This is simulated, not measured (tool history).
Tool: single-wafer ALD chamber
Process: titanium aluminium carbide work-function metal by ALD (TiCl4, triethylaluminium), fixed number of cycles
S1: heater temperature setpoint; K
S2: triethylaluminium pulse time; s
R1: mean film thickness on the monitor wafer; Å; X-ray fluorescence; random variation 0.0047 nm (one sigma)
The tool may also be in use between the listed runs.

| run | hour | S1 | S2 | R1 |
|---|---|---|---|---|
| 1 | 0.0 | 578.15 | 7.73 | 19.2070 |
| 2 | 1.3 | 573.15 | 6.61 | 17.8490 |
| 3 | 6.5 | 573.15 | 5.25 | 15.5910 |
| 4 | 9.3 | 564.15 | 5.25 | 15.0530 |
| 5 | 10.4 | 568.15 | 5.25 | 15.3770 |
| 6 | 14.7 | 568.15 | 3.27 | 8.0963 |
| 7 | 15.7 | 565.15 | 3.66 | 9.9550 |
| 8 | 22.7 | 563.15 | 3.98 | 11.2010 |
| 9 | 31.5 | 561.15 | 4.16 | 11.8470 |
| 10 | 37.6 | 560.15 | 4.30 | 12.2600 |
| 11 | 43.2 | 559.15 | 4.42 | 12.5560 |
| 12 | 47.1 | 558.15 | 4.54 | 12.9440 |
| 13 | 53.9 | 563.15 | 7.01 | 17.5810 |
| 14 | 61.7 | 562.15 | 6.69 | 17.1800 |
| 15 | 69.8 | 562.15 | 6.42 | 16.8150 |
| 16 | 76.4 | 562.15 | 6.20 | 16.5410 |
| 17 | 83.6 | 562.15 | 6.01 | 16.3020 |

Run 18 comes next. What will it give?
| 18 | 89.9 | 554.15 | 3.54 | ? |

{"run 18": {"R1": 9.0077}}

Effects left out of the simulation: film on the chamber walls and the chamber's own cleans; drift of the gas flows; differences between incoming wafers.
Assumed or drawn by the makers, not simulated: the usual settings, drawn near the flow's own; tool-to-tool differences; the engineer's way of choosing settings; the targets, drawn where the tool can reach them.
